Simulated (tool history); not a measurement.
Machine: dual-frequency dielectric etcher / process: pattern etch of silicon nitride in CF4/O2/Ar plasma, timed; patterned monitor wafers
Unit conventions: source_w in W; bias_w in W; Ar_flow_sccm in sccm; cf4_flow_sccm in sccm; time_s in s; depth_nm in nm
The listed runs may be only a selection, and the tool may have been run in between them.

Run 1, day 0.000: source_w 420 W, bias_w 45 W, Ar_flow_sccm 114 sccm, cf4_flow_sccm 74 sccm, time_s 95.0 s. Result: depth_nm 146.46 nm.
Run 2, day 0.250: source_w 440 W, bias_w 45 W, Ar_flow_sccm 114 sccm, cf4_flow_sccm 74 sccm, time_s 95.0 s. Result: depth_nm 154.69 nm.
Run 3, day 0.450: source_w 440 W, bias_w 38 W, Ar_flow_sccm 114 sccm, cf4_flow_sccm 74 sccm, time_s 95.0 s. Result: depth_nm 142.46 nm.
Run 4, day 0.800: source_w 440 W, bias_w 38 W, Ar_flow_sccm 129 sccm, cf4_flow_sccm 74 sccm, time_s 95.0 s. Result: depth_nm 139.56 nm.
Run 5, day 1.104: source_w 460 W, bias_w 38 W, Ar_flow_sccm 129 sccm, cf4_flow_sccm 74 sccm, time_s 95.0 s. Result: depth_nm 146.41 nm.
Run 6, day 1.471: source_w 480 W, bias_w 38 W, Ar_flow_sccm 129 sccm, cf4_flow_sccm 74 sccm, time_s 95.0 s. Result: depth_nm 152.71 nm.
Run 7, day 1.646: source_w 490 W, bias_w 38 W, Ar_flow_sccm 129 sccm, cf4_flow_sccm 74 sccm, time_s 95.0 s. Result: depth_nm 155.77 nm.

Run 8 has not been measured yet. What should we expect?
Run 8, day 2.008: source_w 500 W, bias_w 38 W, Ar_flow_sccm 129 sccm, cf4_flow_sccm 74 sccm, time_s 95.0 s. Result: depth_nm ?.

Logged for run 8: depth_nm 158.67 nm.
